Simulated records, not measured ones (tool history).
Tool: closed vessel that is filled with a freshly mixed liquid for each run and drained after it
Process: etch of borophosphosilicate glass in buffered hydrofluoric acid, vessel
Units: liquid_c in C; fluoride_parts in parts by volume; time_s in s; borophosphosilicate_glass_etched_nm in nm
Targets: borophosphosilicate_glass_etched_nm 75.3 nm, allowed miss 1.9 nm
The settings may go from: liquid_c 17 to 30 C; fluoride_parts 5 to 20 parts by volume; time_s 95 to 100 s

run	hour	liquid_c	fluoride_parts	time_s	borophosphosilicate_glass_etched_nm
1	0	22	12	95	118.42
2	3.8	22	12	95	118.28
3	9.9	22	12	100	125.35
4	12.9	22	12	100	124.3
5	14.4	20.5	13	100	105.92
6	21	20.5	11	100	124.97
7	29.2	19.5	12	100	108.72
8	33.1	18.5	13	100	95.231
9	35.1	18	13.5	100	88.61
10	38.4	17.5	14	100	83.584
11	46.6	17.5	14.5	100	80.699

Which of these 4 next moves meets every target?
A	54.8	17	14	100	?
B	54.8	17	14.5	95	?
C	54.8	18	13.5	100	?
D	54.8	17	13.5	100	?

move	borophosphosilicate_glass_etched_nm
A	81.548
B	74.829
C	89.424
D	84.533
A: further off than the last run
B: meets every target
C: further off than the last run
D: further off than the last run
Move B is the one to make.
